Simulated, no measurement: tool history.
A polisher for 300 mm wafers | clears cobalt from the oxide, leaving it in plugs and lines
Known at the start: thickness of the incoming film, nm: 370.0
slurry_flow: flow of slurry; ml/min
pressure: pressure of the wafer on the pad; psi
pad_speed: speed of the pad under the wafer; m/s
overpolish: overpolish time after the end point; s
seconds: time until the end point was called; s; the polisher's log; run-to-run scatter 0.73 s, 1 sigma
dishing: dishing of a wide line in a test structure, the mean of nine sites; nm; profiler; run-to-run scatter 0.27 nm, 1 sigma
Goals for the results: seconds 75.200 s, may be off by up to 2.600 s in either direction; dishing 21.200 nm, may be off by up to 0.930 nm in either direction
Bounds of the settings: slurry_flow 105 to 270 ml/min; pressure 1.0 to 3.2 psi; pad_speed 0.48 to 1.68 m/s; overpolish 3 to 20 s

run,day,slurry_flow,pressure,pad_speed,overpolish,seconds,dishing
1,0.000,175,2.1,1.08,10,69.260,38.323
2,0.033,175,2.1,1.08,9,67.787,35.056
3,0.400,175,2.1,1.08,8,69.125,32.454
4,0.546,175,2.1,1.08,6,68.410,25.972
5,0.675,175,2.4,1.08,6,61.180,29.140
6,0.992,135,2.4,1.08,6,63.323,27.915
7,1.112,140,2.0,1.08,3,74.605,13.895
8,1.258,150,2.0,1.06,3,74.237,13.600
9,1.412,155,2.0,1.04,3,76.641,13.468
10,1.521,160,2.0,1.04,3,77.055,13.708
11,1.896,165,2.0,1.04,3,75.253,13.598

Of the 5 settings listed for the next run, only one would bring every result within its allowed miss of target. Which one?
A,2.271,130,2.0,1.10,5,?,?
B,2.271,170,2.3,0.82,6,?,?
C,2.271,120,2.2,1.02,6,?,?
D,2.271,145,2.0,0.98,6,?,?
E,2.271,120,2.1,0.98,6,?,?

move,seconds,dishing
A,73.956,21.009
B,81.430,22.540
C,73.663,24.399
D,80.890,22.659
E,80.057,22.844
A: all results land within tolerance of their targets
B: takes the result that was furthest off past its target
C: takes the result that was furthest off past its target
D: takes the result that was furthest off past its target
E: takes the result that was furthest off past its target
The move that meets every target is A.
